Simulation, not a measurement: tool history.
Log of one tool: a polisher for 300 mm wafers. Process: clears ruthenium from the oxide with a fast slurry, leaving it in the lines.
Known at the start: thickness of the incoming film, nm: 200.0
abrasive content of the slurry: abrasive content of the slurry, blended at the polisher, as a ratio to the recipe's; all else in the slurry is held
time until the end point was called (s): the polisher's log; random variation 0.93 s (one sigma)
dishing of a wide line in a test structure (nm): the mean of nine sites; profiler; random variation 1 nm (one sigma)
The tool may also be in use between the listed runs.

| run | hour | flow of slurry (ml/min) | pressure of the wafer on the pad (psi) | speed of the pad under the wafer (m/s) | abrasive content of the slurry | overpolish time after the end point (s) | time until the end point was called (s) | dishing of a wide line in a test structure (nm) |
|---|---|---|---|---|---|---|---|---|
| 1 | 0 | 150 | 2.2 | 1.18 | 1 | 18 | 45.519 | 63.806 |
| 2 | 6.8 | 150 | 2.2 | 1.18 | 0.8 | 18 | 53.619 | 54.614 |
| 3 | 9.3 | 145 | 1.9 | 1.18 | 0.8 | 20 | 62.499 | 54.511 |
| 4 | 17.3 | 145 | 1.9 | 1.18 | 0.8 | 17 | 61.466 | 46.069 |
| 5 | 24.8 | 140 | 1.7 | 1.18 | 0.8 | 19 | 68.939 | 46.02 |
| 6 | 32.7 | 135 | 1.6 | 1.18 | 0.8 | 21 | 72.493 | 48.308 |
| 7 | 37.7 | 130 | 1.5 | 1.18 | 0.8 | 23 | 77.265 | 49.689 |
| 8 | 39.6 | 125 | 1.4 | 1.18 | 0.8 | 25 | 82.537 | 50.129 |
| 9 | 41.3 | 120 | 1.4 | 1.18 | 0.8 | 26 | 83.126 | 51.797 |
| 10 | 47.3 | 115 | 1.4 | 1.18 | 0.8 | 27 | 85.015 | 52.961 |
| 11 | 48 | 110 | 1.4 | 1.18 | 0.8 | 28 | 85.321 | 53.566 |
| 12 | 53.1 | 105 | 1.4 | 1.18 | 0.8 | 29 | 85.075 | 54.45 |

Run 13 comes next. What will it give?
| 13 | 59.3 | 100 | 1.1 | 1.18 | 0.8 | 33 | ? | ? |

time until the end point was called (s): 104.31
dishing of a wide line in a test structure (nm): 51.461
